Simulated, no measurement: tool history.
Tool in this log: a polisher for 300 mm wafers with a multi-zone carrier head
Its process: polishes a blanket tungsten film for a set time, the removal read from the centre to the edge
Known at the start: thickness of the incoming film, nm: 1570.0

run	day	flow of slurry (ml/min)	pressure of the head's centre zone	pressure of the head's middle zone	pressure of the head's edge zone	abrasive content of the slurry	polishing time (s)	film removed at the wafer's centre (angstrom)	film removed at mid-radius (angstrom)	film removed at the wafer's edge (angstrom)
1	0.000	135	1.00	1.00	1.00	1.00	85	5228.9	5116.9	5084.8
2	0.258	135	1.00	1.00	1.00	1.00	99	5891.3	5996.2	5805.0
3	0.629	135	0.94	1.00	1.00	1.00	99	5685.2	6002.7	5895.4
4	0.754	125	0.94	0.96	0.96	0.85	97	5321.9	5335.7	5321.0
5	0.892	140	0.94	0.96	0.96	0.85	97	5492.3	5414.7	5348.2
6	0.967	140	0.94	0.96	0.99	0.85	97	5385.0	5417.8	5521.6
7	1.079	130	0.91	0.93	0.95	0.75	96	5049.8	4999.3	5004.0
8	1.183	120	0.89	0.90	0.93	0.70	96	4706.3	4601.2	4973.5
9	1.400	115	0.89	0.90	0.90	0.65	96	4622.7	4456.9	4637.5
10	1.767	105	0.89	0.89	0.89	0.65	96	4567.3	4455.1	4564.1

For run 11, what comes out?
11	1.958	100	0.89	0.87	0.88	0.65	96	?	?	?

Run 11 measured film removed at the wafer's centre (angstrom) 4357.9, film removed at mid-radius (angstrom) 4278.2, film removed at the wafer's edge (angstrom) 4542.1.

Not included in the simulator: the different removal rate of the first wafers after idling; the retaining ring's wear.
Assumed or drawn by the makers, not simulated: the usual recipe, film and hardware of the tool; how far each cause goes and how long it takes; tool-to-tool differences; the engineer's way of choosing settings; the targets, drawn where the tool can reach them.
